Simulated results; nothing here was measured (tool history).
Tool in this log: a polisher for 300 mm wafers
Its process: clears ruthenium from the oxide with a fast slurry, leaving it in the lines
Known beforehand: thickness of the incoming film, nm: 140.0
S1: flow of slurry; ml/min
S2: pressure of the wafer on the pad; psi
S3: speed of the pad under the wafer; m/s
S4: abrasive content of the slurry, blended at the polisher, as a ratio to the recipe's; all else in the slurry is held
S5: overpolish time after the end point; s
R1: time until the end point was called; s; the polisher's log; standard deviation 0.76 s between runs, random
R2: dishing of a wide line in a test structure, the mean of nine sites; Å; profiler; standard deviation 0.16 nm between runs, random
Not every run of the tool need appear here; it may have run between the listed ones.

Run 1, hour 0: S1 225 ml/min, S2 2.1 psi, S3 1.08 m/s, S4 1, S5 13 s. Result: R1 46.172 s, R2 253.58 Å.
Run 2, hour 1.8: S1 225 ml/min, S2 2.1 psi, S3 1.08 m/s, S4 1, S5 17 s. Result: R1 46.765 s, R2 294.07 Å.
Run 3, hour 9.6: S1 225 ml/min, S2 2 psi, S3 1.08 m/s, S4 1, S5 14 s. Result: R1 48.098 s, R2 262.56 Å.
Run 4, hour 13.6: S1 225 ml/min, S2 2.3 psi, S3 0.94 m/s, S4 0.95, S5 12 s. Result: R1 46.753 s, R2 244.21 Å.
Run 5, hour 19.3: S1 225 ml/min, S2 2.3 psi, S3 1.06 m/s, S4 0.95, S5 12 s. Result: R1 43.722 s, R2 251.75 Å.
Run 6, hour 20.7: S1 180 ml/min, S2 2.3 psi, S3 1.06 m/s, S4 0.95, S5 12 s. Result: R1 44.923 s, R2 247.22 Å.
Run 7, hour 29.1: S1 135 ml/min, S2 2 psi, S3 1.04 m/s, S4 0.95, S5 6 s. Result: R1 56.728 s, R2 130.77 Å.
Run 8, hour 32.4: S1 155 ml/min, S2 2 psi, S3 1.04 m/s, S4 0.95, S5 6 s. Result: R1 53.704 s, R2 133.17 Å.
Run 9, hour 38.1: S1 170 ml/min, S2 2 psi, S3 1.04 m/s, S4 0.95, S5 6 s. Result: R1 52.481 s, R2 133.19 Å.
Run 10, hour 45.1: S1 180 ml/min, S2 2 psi, S3 1.04 m/s, S4 0.95, S5 6 s. Result: R1 51.23 s, R2 135.16 Å.
Run 11, hour 53.1: S1 180 ml/min, S2 2 psi, S3 1.04 m/s, S4 0.95, S5 6 s. Result: R1 53.203 s, R2 134.07 Å.
Run 12, hour 60.8: S1 190 ml/min, S2 2 psi, S3 1.04 m/s, S4 0.95, S5 6 s. Result: R1 52.831 s, R2 138.99 Å.
Run 13, hour 67.8: S1 200 ml/min, S2 2 psi, S3 1.04 m/s, S4 0.95, S5 6 s. Result: R1 52.358 s, R2 137.13 Å.
Run 14, hour 73.8: S1 210 ml/min, S2 2 psi, S3 1.04 m/s, S4 0.95, S5 6 s. Result: R1 51.849 s, R2 139.36 Å.
Run 15, hour 74.4: S1 220 ml/min, S2 2 psi, S3 1.04 m/s, S4 0.95, S5 6 s. Result: R1 50.683 s, R2 135.06 Å.
Run 16, hour 76.1: S1 225 ml/min, S2 2 psi, S3 1.04 m/s, S4 0.95, S5 6 s. Result: R1 51.055 s, R2 139.33 Å.
Run 17, hour 84.7: S1 230 ml/min, S2 2 psi, S3 1.04 m/s, S4 0.95, S5 6 s. Result: R1 51.192 s, R2 140.01 Å.
Run 18, hour 91.4: S1 235 ml/min, S2 2 psi, S3 1.04 m/s, S4 0.95, S5 6 s. Result: R1 51.745 s, R2 140.9 Å.
Run 19, hour 96.5: S1 240 ml/min, S2 2 psi, S3 1.04 m/s, S4 0.95, S5 6 s. Result: R1 50.513 s, R2 138.16 Å.

What does the tool deliver on the next run?
Run 20, hour 105.5: S1 245 ml/min, S2 2 psi, S3 1.04 m/s, S4 0.95, S5 6 s. Result: R1 ?, R2 ?.

{"run 20": {"R1": 50.079, "R2": 141.38}}

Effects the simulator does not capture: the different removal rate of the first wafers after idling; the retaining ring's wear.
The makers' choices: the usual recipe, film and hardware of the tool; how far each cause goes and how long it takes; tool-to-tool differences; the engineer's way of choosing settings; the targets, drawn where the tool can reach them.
